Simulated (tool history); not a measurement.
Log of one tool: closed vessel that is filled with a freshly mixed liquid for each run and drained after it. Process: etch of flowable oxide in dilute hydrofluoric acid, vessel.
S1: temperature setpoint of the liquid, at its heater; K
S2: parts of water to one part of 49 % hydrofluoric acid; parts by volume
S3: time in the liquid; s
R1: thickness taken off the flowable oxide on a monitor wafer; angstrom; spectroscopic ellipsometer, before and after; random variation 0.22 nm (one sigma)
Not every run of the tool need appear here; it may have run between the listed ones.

| run | hour | S1 | S2 | S3 | R1 |
|---|---|---|---|---|---|
| 1 | 0 | 295.15 | 45 | 30 | 289.34 |
| 2 | 4.6 | 296.65 | 40 | 30 | 347.05 |
| 3 | 5.5 | 298.15 | 40 | 30 | 367.65 |
| 4 | 13.8 | 299.15 | 40 | 30 | 384.73 |
| 5 | 21.4 | 296.15 | 40 | 30 | 337.49 |
| 6 | 29 | 299.65 | 40 | 30 | 390.64 |
| 7 | 30.3 | 300.15 | 40 | 30 | 396.86 |
| 8 | 34.5 | 300.65 | 40 | 30 | 406.94 |
| 9 | 37.1 | 303.15 | 30 | 30 | 610.3 |
| 10 | 43.4 | 302.65 | 30 | 30 | 598.02 |

Run 11 is up next; what results do you expect?
| 11 | 49.3 | 302.15 | 30 | 30 | ? |

{"run 11": {"R1": 584.44}}
